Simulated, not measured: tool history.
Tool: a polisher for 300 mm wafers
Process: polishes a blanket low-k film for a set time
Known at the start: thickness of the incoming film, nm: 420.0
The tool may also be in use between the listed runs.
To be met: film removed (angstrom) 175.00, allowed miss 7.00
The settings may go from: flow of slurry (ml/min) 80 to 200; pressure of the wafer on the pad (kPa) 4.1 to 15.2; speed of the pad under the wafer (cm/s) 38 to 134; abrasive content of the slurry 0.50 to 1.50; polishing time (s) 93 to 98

| run | day | flow of slurry (ml/min) | pressure of the wafer on the pad (kPa) | speed of the pad under the wafer (cm/s) | abrasive content of the slurry | polishing time (s) | film removed (angstrom) |
|---|---|---|---|---|---|---|---|
| 1 | 0.000 | 130 | 9.7 | 86 | 1.00 | 93 | 225.77 |
| 2 | 0.062 | 130 | 9.0 | 86 | 1.00 | 93 | 209.28 |
| 3 | 0.208 | 125 | 8.3 | 86 | 1.00 | 93 | 192.53 |
| 4 | 0.558 | 125 | 8.3 | 86 | 1.00 | 93 | 189.90 |
| 5 | 0.850 | 125 | 9.7 | 86 | 1.00 | 93 | 219.99 |
| 6 | 1.162 | 120 | 9.7 | 86 | 1.00 | 93 | 222.11 |
| 7 | 1.517 | 120 | 9.0 | 86 | 1.00 | 93 | 206.09 |
| 8 | 1.646 | 120 | 9.0 | 86 | 1.00 | 93 | 205.11 |
| 9 | 1.758 | 115 | 8.3 | 86 | 1.00 | 93 | 188.71 |
| 10 | 1.862 | 110 | 8.3 | 86 | 1.00 | 93 | 184.90 |
| 11 | 2.121 | 105 | 8.3 | 86 | 1.00 | 93 | 186.63 |

5 next moves are on the table. One of them brings every result within its allowed miss. Which?
| A | 2.379 | 100 | 6.9 | 94 | 1.10 | 93 | ? |
| B | 2.379 | 100 | 8.3 | 94 | 1.05 | 95 | ? |
| C | 2.379 | 115 | 9.0 | 82 | 0.95 | 96 | ? |
| D | 2.379 | 130 | 8.3 | 94 | 0.90 | 96 | ? |
| E | 2.379 | 100 | 9.0 | 86 | 0.90 | 94 | ? |

| move | film removed (angstrom) |
|---|---|
| A | 180.29 |
| B | 208.94 |
| C | 200.37 |
| D | 203.05 |
| E | 190.83 |
A: meets every target
B: further off than the last run
C: further off than the last run
D: further off than the last run
E: further off than the last run
The right move is A.

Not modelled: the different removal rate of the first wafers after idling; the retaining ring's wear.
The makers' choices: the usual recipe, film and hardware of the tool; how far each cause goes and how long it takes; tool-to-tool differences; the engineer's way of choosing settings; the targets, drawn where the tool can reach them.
